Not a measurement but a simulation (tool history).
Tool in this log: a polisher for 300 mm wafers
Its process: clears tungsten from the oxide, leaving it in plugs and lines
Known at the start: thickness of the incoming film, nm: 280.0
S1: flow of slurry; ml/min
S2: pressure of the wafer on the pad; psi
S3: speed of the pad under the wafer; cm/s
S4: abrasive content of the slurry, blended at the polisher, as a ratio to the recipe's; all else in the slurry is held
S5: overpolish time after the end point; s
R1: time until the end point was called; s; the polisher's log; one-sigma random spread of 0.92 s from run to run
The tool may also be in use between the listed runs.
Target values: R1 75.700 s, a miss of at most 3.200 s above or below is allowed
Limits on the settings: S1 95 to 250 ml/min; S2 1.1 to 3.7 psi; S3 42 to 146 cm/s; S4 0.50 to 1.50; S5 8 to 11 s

run  hour   S1   S2   S3    S4  S5       R1
  1   0.0  160  2.4   94  1.00  11  122.580
  2   8.8  160  2.4   94  1.00  11  124.940
  3  12.3  160  1.9   94  1.00  11  157.580
  4  18.4  160  1.5   94  1.00  11  191.990
  5  24.2  160  1.5   80  1.00  11  221.110
  6  26.1  160  1.5   90  1.00  11  194.670
  7  32.6  160  2.0   92  1.00  11  151.180
  8  33.7  160  2.4   92  1.00  11  124.980
  9  37.2  160  2.6   92  1.00  11  118.510
 10  41.6  160  2.9   92  1.00  11  109.240
 11  49.0  170  3.5  104  1.00  11   80.159

Next run, 4 choices. One meets every target within its allowed miss, the rest don't. Which?
  A  56.4  180  3.5  114  1.35  11   ?
  B  56.4  175  3.3  112  1.05  11   ?
  C  56.4  180  2.7  120  1.10   8   ?
  D  56.4  205  3.3  120  1.30  11   ?

move      R1
   A  67.248
   B  75.462
   C  84.106
   D  66.784
A: takes the biggest miss from the last run beyond its target
B: every result lands within tolerance
C: further off than the last run
D: takes the biggest miss from the last run beyond its target
Correct choice: B, which meets every target

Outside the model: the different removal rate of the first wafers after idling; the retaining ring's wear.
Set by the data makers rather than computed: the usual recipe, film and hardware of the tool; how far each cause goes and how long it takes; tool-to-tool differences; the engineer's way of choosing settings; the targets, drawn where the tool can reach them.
